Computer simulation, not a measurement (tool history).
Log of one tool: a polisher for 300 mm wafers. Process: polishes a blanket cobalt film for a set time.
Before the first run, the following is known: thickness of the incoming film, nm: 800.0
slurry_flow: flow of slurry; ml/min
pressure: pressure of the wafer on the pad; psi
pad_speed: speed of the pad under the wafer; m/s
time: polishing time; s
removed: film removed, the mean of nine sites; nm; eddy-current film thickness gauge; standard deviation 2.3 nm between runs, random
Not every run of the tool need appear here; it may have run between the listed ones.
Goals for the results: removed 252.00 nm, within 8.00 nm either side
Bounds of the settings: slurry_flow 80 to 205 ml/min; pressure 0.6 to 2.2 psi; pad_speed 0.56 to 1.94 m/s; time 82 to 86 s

{"run": 1, "hour": 0.0, "slurry_flow": 135, "pressure": 1.4, "pad_speed": 1.24, "time": 82, "removed": 325.37}
{"run": 2, "hour": 8.8, "slurry_flow": 135, "pressure": 1.6, "pad_speed": 1.24, "time": 82, "removed": 370.55}
{"run": 3, "hour": 10.5, "slurry_flow": 135, "pressure": 1.6, "pad_speed": 1.52, "time": 82, "removed": 429.78}
{"run": 4, "hour": 18.4, "slurry_flow": 135, "pressure": 1.6, "pad_speed": 1.28, "time": 82, "removed": 378.85}
{"run": 5, "hour": 24.8, "slurry_flow": 135, "pressure": 1.6, "pad_speed": 1.58, "time": 82, "removed": 450.25}
{"run": 6, "hour": 29.0, "slurry_flow": 130, "pressure": 1.3, "pad_speed": 1.56, "time": 82, "removed": 358.7}
{"run": 7, "hour": 30.9, "slurry_flow": 130, "pressure": 1.3, "pad_speed": 1.56, "time": 82, "removed": 363.46}
{"run": 8, "hour": 36.9, "slurry_flow": 125, "pressure": 1.1, "pad_speed": 1.56, "time": 82, "removed": 310.83}
{"run": 9, "hour": 39.2, "slurry_flow": 120, "pressure": 1.0, "pad_speed": 1.56, "time": 82, "removed": 281.17}
{"hour": 44.1, "done": "slurry nozzle cleaned"}
{"run": 10, "hour": 44.1, "slurry_flow": 110, "pressure": 1.0, "pad_speed": 1.56, "time": 82, "removed": 288.15}
{"run": 11, "hour": 46.8, "slurry_flow": 110, "pressure": 1.0, "pad_speed": 1.56, "time": 82, "removed": 288.91}

Which single option among these 4 for the next run brings every result within its allowed miss of target? Just one does.
{"run": "A", "hour": 49.5, "slurry_flow": 105, "pressure": 0.9, "pad_speed": 1.4, "time": 82, "removed": "?"}
{"run": "B", "hour": 49.5, "slurry_flow": 140, "pressure": 0.8, "pad_speed": 1.54, "time": 86, "removed": "?"}
{"run": "C", "hour": 49.5, "slurry_flow": 85, "pressure": 1.1, "pad_speed": 1.52, "time": 83, "removed": "?"}
{"run": "D", "hour": 49.5, "slurry_flow": 105, "pressure": 0.8, "pad_speed": 1.58, "time": 82, "removed": "?"}

move=A removed=236.91
move=B removed=249.97
move=C removed=301.24
move=D removed=233.88
A: takes the result that was furthest off past its target
B: all results in spec
C: misses by more than the last run did
D: takes the result that was furthest off past its target
Go with B: it meets all targets.
